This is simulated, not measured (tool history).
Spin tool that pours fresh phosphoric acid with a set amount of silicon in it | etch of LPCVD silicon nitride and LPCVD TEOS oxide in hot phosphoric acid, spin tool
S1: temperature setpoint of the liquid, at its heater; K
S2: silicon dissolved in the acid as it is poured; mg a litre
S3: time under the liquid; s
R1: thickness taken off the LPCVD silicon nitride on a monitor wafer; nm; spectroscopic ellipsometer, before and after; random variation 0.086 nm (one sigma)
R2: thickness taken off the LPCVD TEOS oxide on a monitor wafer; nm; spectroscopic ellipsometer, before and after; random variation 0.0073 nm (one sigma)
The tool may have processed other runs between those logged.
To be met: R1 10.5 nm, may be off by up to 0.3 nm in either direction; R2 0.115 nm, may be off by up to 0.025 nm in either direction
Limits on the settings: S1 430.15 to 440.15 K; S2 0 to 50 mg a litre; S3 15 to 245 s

run 1 hour=0 | S1=435.15 S2=23.5 S3=125 | R1=11.834 R2=0.38938
run 2 hour=0.7 | S1=434.65 S2=26.5 S3=125 | R1=11.689 R2=0.31286
run 3 hour=8 | S1=434.65 S2=34 S3=125 | R1=11.613 R2=0.24622
run 4 hour=15.1 | S1=434.15 S2=35.5 S3=125 | R1=11.279 R2=0.21118
run 5 hour=18.2 | S1=434.15 S2=27 S3=125 | R1=11.643 R2=0.32241
run 6 hour=26.1 | S1=434.15 S2=29.5 S3=125 | R1=11.34 R2=0.29204
run 7 hour=31.6 | S1=431.65 S2=44.5 S3=140 | R1=11.871 R2=0.10629
run 8 hour=37.2 | S1=431.65 S2=44 S3=140 | R1=11.927 R2=0.11255
run 9 hour=42.7 | S1=431.65 S2=43.5 S3=140 | R1=11.701 R2=0.12143
run 10 hour=43.7 | S1=431.65 S2=43 S3=140 | R1=11.798 R2=0.13077
run 11 hour=44.9 | S1=431.15 S2=42.5 S3=135 | R1=11.185 R2=0.11367
run 12 hour=51.7 | S1=431.15 S2=42 S3=135 | R1=11.141 R2=0.11703
run 13 hour=52.9 | S1=431.15 S2=42 S3=135 | R1=11.32 R2=0.11648

Next run, 5 choices. One meets every target within its allowed miss, the rest don't. Which?
run A hour=54.1 | S1=430.15 S2=41 S3=120 | R1=? R2=?
run B hour=54.1 | S1=431.15 S2=43.5 S3=145 | R1=? R2=?
run C hour=54.1 | S1=430.15 S2=41 S3=130 | R1=? R2=?
run D hour=54.1 | S1=432.15 S2=40 S3=135 | R1=? R2=?
run E hour=54.1 | S1=431.15 S2=47.5 S3=150 | R1=? R2=?

move=A R1=9.6209 R2=0.10609
move=B R1=12.027 R2=0.1135
move=C R1=10.423 R2=0.11494
move=D R1=11.583 R2=0.14851
move=E R1=12.442 R2=0.1067
A: pushes the last run's worst result past its target
B: misses by more than the last run did
C: all results land within tolerance of their targets
D: misses by more than the last run did
E: misses by more than the last run did
So the answer is move C, the one that meets all the targets.
